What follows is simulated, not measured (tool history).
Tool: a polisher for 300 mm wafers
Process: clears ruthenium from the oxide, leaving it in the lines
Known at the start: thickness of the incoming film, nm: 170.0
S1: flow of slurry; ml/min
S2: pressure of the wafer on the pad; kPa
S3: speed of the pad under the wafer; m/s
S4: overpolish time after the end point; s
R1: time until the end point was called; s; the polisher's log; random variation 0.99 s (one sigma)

run	hour	S1	S2	S3	S4	R1
1	0	230	18.6	1.16	27	87.073
2	8.1	230	18.6	1.16	29	88.445
3	15.5	230	18.6	0.98	29	107.53
4	24.4	230	18.6	0.74	29	133.17
5	26.4	230	21.4	0.8	29	110.41
6	29.3	230	24.1	0.8	29	97.078
7	37.2	230	25.5	0.86	29	86.114
8	38.8	230	26.2	0.9	29	79.881

The next listed run, before its measurement:
9	46	230	26.9	0.92	29	?

Run 9 gave R1 75.733 s.

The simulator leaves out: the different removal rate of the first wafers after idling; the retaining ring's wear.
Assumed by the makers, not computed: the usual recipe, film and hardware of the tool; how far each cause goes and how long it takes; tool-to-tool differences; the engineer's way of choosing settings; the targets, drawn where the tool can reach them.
